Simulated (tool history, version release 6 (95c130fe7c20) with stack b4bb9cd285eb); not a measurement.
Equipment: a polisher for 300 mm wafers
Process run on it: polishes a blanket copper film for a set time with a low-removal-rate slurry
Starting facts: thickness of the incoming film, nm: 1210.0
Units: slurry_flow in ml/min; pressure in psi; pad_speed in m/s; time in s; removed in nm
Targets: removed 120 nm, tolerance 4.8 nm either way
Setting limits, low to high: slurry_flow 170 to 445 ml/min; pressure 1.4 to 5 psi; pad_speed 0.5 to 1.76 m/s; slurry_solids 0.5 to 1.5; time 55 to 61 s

| run | hour | slurry_flow | pressure | pad_speed | slurry_solids | time | removed |
|---|---|---|---|---|---|---|---|
| 1 | 0 | 285 | 3.2 | 1.12 | 1 | 61 | 186.93 |
| 2 | 7.5 | 260 | 3.2 | 1.12 | 1 | 61 | 186 |
| 3 | 15.8 | 260 | 2.5 | 1.12 | 1 | 61 | 159.24 |
| 4 | 22.2 | 290 | 2.5 | 1.12 | 1 | 61 | 159.77 |
| 5 | 30.5 | 290 | 2.3 | 1.12 | 1 | 61 | 146.73 |
| 6 | 36.5 | 335 | 2.3 | 1.12 | 1 | 61 | 151.2 |
| 7 | 38.5 | 335 | 2.1 | 1.12 | 1 | 61 | 142.79 |
| 8 | 41.6 | 335 | 2 | 1.12 | 1 | 61 | 138.36 |
| 9 | 47 | 335 | 1.9 | 1.12 | 1 | 61 | 130.8 |
| 10 | 54.6 | 335 | 1.8 | 1.12 | 1 | 61 | 126.96 |

Exercise: of the 4 proposed moves below, exactly one satisfies all targets within the stated allowed misses. Which move is it?
| A | 62.2 | 360 | 1.8 | 1.24 | 0.85 | 60 | ? |
| B | 62.2 | 275 | 2 | 0.96 | 0.8 | 59 | ? |
| C | 62.2 | 340 | 1.4 | 1.12 | 1 | 61 | ? |
| D | 62.2 | 280 | 1.9 | 1.14 | 1.05 | 55 | ? |

| move | removed |
|---|---|
| A | 135.74 |
| B | 107.38 |
| C | 111.45 |
| D | 122.56 |
A: lands further from the targets than the last run did
B: moves the result that the last run missed by most past its target, out the other side
C: moves the result that the last run missed by most past its target, out the other side
D: every result lands within tolerance
The move that meets every target is D.
